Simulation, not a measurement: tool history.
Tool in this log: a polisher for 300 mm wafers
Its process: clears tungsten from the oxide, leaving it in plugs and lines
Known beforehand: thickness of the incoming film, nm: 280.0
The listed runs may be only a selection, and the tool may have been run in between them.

run    day  flow of slurry (ml/min)  pressure of the wafer on the pad (psi)  speed of the pad under the wafer (cm/s)  abrasive content of the slurry  overpolish time after the end point (s)  time until the end point was called (s)
  1      0                      165                                     4.6                                       86                               1                                        6                                   73.656
  2  0.029                      125                                     4.6                                       86                               1                                        6                                   78.495
  3  0.138                      125                                     4.4                                       86                               1                                        6                                   79.601
  4  0.429                      125                                     4.2                                       86                               1                                        6                                   85.303
  5  0.629                      125                                     4.2                                       94                               1                                        6                                   77.318
  6  0.983                      125                                     3.6                                       94                               1                                        6                                   87.839
  7  1.308                      125                                     3.5                                       94                               1                                        6                                   88.764

Run 8, settings as shown, results not yet in. Your forecast:
  8  1.512                      125                                     3.4                                       94                               1                                        6                                        ?

Run 8 produced time until the end point was called (s) 93.163.
